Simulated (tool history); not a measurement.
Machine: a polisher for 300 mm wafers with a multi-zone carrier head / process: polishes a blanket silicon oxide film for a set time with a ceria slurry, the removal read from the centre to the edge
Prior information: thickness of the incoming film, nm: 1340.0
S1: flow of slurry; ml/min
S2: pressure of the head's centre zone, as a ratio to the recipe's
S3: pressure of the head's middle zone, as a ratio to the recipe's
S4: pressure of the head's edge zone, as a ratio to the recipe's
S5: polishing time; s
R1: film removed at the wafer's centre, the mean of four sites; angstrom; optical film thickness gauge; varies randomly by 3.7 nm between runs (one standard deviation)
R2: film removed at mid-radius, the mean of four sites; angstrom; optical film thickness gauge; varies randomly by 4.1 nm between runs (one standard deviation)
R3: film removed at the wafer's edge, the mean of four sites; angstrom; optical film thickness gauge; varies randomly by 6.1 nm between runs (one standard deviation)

run    day   S1    S2    S3    S4  S5      R1      R2      R3
  1      0  245     1     1     1  58  4325.2  4454.8  4391.1
  2  0.354  245  1.05     1     1  58  4519.9  4424.6  4354.4
  3  0.708  245  1.05     1     1  45  3526.7  3427.1  3320.8
  4  1.004  245  1.02     1     1  45  3410.3  3431.7    3360
  5  1.192  245  1.02     1     1  53    4026  4029.7  3987.6
  6  1.521  255  1.04  1.02  1.02  54  4211.8  4192.4  4248.6

Run 7 is up next; what results do you expect?
  7  1.867  265  1.06  1.04  1.01  55   ?   ?   ?

Run 7 yielded R1 4356.5 angstrom, R2 4320.2 angstrom, R3 4259.3 angstrom.

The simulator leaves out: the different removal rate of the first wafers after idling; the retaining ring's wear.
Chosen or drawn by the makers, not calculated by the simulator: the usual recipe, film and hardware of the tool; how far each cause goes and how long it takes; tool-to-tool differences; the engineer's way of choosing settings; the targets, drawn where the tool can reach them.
